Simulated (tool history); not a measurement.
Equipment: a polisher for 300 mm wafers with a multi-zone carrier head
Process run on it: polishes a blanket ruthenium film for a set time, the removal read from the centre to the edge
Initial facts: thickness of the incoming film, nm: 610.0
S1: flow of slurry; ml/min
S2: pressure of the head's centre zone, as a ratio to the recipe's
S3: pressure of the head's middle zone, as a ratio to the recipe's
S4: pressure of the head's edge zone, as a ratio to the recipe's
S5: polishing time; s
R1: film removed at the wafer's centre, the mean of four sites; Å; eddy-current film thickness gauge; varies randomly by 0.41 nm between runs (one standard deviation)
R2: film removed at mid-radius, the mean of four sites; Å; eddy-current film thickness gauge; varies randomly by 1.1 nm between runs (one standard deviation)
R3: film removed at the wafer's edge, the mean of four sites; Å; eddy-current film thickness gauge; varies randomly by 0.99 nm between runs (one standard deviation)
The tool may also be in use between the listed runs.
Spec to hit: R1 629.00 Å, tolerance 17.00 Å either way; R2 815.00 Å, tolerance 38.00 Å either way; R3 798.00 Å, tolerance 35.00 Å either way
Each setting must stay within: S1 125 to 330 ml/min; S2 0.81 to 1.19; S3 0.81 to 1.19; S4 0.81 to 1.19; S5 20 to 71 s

run	hour	S1	S2	S3	S4	S5	R1	R2	R3
1	0.0	210	1.00	1.00	1.00	45	794.48	739.99	717.94
2	1.3	210	1.03	1.00	1.00	45	816.13	751.32	744.91
3	9.8	200	1.00	1.02	1.02	45	793.82	778.23	732.70
4	12.9	200	1.08	1.02	1.02	45	841.90	739.73	740.43
5	21.3	200	1.16	1.02	1.02	45	898.57	733.91	732.56
6	27.6	190	1.12	1.03	1.04	45	868.55	767.57	728.82
7	32.7	195	1.08	1.03	1.06	45	835.84	754.87	759.51
8	34.3	190	1.05	1.04	1.07	45	814.18	772.04	755.83
9	38.6	130	0.95	1.03	1.17	46	720.87	720.61	773.44
# hour 47.3: centre zone pressure recalibrated
10	47.3	130	0.93	1.05	1.17	46	659.55	746.35	790.23
11	54.0	130	0.93	1.05	1.16	46	660.01	758.34	775.98

Of the 5 settings listed for the next run, only one would bring every result within its allowed miss of target. Which one?
A	60.7	125	0.83	0.94	1.18	47	?	?	?
B	60.7	185	0.87	0.94	1.19	45	?	?	?
C	60.7	210	0.93	1.05	1.19	47	?	?	?
D	60.7	130	0.95	1.08	1.17	49	?	?	?
E	60.7	185	0.86	1.13	1.19	45	?	?	?

move	R1	R2	R3
A	606.53	694.37	780.05
B	639.30	697.27	776.62
C	720.77	802.52	818.38
D	719.20	807.89	811.23
E	633.42	802.28	774.86
A: carries the result that was furthest off beyond its target, to the other side
B: meets the target for the result that was furthest off, but another lies outside its allowed miss
C: moves away from the targets compared with the last run
D: moves away from the targets compared with the last run
E: all results in spec
The right move is E.
